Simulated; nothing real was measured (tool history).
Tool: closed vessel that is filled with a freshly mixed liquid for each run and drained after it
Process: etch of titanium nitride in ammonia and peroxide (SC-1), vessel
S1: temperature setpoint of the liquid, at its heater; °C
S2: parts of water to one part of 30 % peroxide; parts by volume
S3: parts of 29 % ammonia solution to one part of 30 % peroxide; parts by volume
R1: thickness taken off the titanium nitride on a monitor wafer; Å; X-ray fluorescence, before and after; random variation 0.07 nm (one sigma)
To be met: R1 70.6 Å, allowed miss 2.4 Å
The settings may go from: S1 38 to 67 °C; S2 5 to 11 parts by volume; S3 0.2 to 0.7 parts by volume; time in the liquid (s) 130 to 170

{"run": 1, "hour": 0.0, "S1": 51, "S2": 6, "S3": 0.4, "time in the liquid (s)": 170, "R1": 199.45}
{"run": 2, "hour": 7.5, "S1": 51, "S2": 6, "S3": 0.35, "time in the liquid (s)": 170, "R1": 192.99}
{"run": 3, "hour": 10.1, "S1": 51, "S2": 6, "S3": 0.3, "time in the liquid (s)": 170, "R1": 186.12}
{"run": 4, "hour": 15.2, "S1": 51, "S2": 6, "S3": 0.4, "time in the liquid (s)": 170, "R1": 198.6}
{"run": 5, "hour": 17.8, "S1": 58, "S2": 6, "S3": 0.4, "time in the liquid (s)": 170, "R1": 318.61}
{"run": 6, "hour": 19.2, "S1": 58, "S2": 5, "S3": 0.4, "time in the liquid (s)": 170, "R1": 349.02}
{"run": 7, "hour": 20.2, "S1": 52.5, "S2": 5.5, "S3": 0.4, "time in the liquid (s)": 170, "R1": 225.29}
{"run": 8, "hour": 21.2, "S1": 48.5, "S2": 6, "S3": 0.4, "time in the liquid (s)": 170, "R1": 164.34}
{"run": 9, "hour": 23.0, "S1": 45.5, "S2": 6.5, "S3": 0.4, "time in the liquid (s)": 170, "R1": 127.55}

Which of these 4 next moves meets every target?
{"run": "A", "hour": 24.8, "S1": 46.5, "S2": 5.5, "S3": 0.45, "time in the liquid (s)": 170, "R1": "?"}
{"run": "B", "hour": 24.8, "S1": 53.5, "S2": 5, "S3": 0.3, "time in the liquid (s)": 150, "R1": "?"}
{"run": "C", "hour": 24.8, "S1": 42.5, "S2": 8, "S3": 0.4, "time in the liquid (s)": 130, "R1": "?"}
{"run": "D", "hour": 24.8, "S1": 48.5, "S2": 6.5, "S3": 0.55, "time in the liquid (s)": 170, "R1": "?"}

move=A R1=152.63
move=B R1=214.53
move=C R1=71.276
move=D R1=167.59
A: further off than the last run
B: further off than the last run
C: meets every target
D: further off than the last run
The right move is C.

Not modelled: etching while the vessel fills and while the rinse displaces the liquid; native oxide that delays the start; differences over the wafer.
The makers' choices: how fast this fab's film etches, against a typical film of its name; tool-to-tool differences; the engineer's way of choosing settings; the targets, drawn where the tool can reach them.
